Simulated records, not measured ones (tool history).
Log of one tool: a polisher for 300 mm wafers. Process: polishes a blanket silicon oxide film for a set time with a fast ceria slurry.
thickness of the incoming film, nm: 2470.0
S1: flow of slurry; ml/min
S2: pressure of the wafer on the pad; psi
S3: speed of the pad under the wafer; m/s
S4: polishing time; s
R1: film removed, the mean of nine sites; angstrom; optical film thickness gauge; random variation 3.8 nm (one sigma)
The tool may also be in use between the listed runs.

run  hour   S1   S2    S3  S4      R1
  1   0.0  145  3.1  1.00  37  5416.7
  2   7.4  175  3.1  1.00  37  5523.6
  3  14.0  175  2.9  1.00  37  5275.8
  4  15.0  175  2.7  1.00  37  4865.3
  5  23.7  190  2.7  1.00  37  4904.5
  6  32.6  190  2.7  0.92  37  4641.6
  7  37.1  190  2.6  0.92  37  4462.9

Run 8 comes next. What will it give?
  8  40.8  190  2.5  0.92  37   ?

Run 8 gave R1 4364.2 angstrom.
